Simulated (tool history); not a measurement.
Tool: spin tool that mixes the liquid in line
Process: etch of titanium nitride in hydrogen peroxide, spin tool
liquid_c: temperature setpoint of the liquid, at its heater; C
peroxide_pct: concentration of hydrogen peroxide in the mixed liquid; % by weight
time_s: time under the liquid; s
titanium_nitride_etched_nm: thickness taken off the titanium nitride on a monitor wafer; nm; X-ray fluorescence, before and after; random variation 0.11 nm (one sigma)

{"run": 1, "hour": 0.0, "liquid_c": 49.0, "peroxide_pct": 15, "time_s": 285, "titanium_nitride_etched_nm": 13.527}
{"run": 2, "hour": 5.8, "liquid_c": 50.5, "peroxide_pct": 15, "time_s": 285, "titanium_nitride_etched_nm": 15.064}
{"run": 3, "hour": 14.4, "liquid_c": 57.0, "peroxide_pct": 15, "time_s": 285, "titanium_nitride_etched_nm": 24.152}
{"run": 4, "hour": 19.6, "liquid_c": 57.0, "peroxide_pct": 15, "time_s": 285, "titanium_nitride_etched_nm": 23.969}
{"run": 5, "hour": 22.3, "liquid_c": 57.0, "peroxide_pct": 13, "time_s": 285, "titanium_nitride_etched_nm": 23.238}
{"run": 6, "hour": 26.3, "liquid_c": 57.0, "peroxide_pct": 16, "time_s": 285, "titanium_nitride_etched_nm": 24.22}
{"run": 7, "hour": 34.8, "liquid_c": 55.5, "peroxide_pct": 16, "time_s": 285, "titanium_nitride_etched_nm": 21.961}

Forecast run 8:
{"run": 8, "hour": 42.5, "liquid_c": 52.0, "peroxide_pct": 16, "time_s": 285, "titanium_nitride_etched_nm": "?"}

titanium_nitride_etched_nm: 17.251 nm

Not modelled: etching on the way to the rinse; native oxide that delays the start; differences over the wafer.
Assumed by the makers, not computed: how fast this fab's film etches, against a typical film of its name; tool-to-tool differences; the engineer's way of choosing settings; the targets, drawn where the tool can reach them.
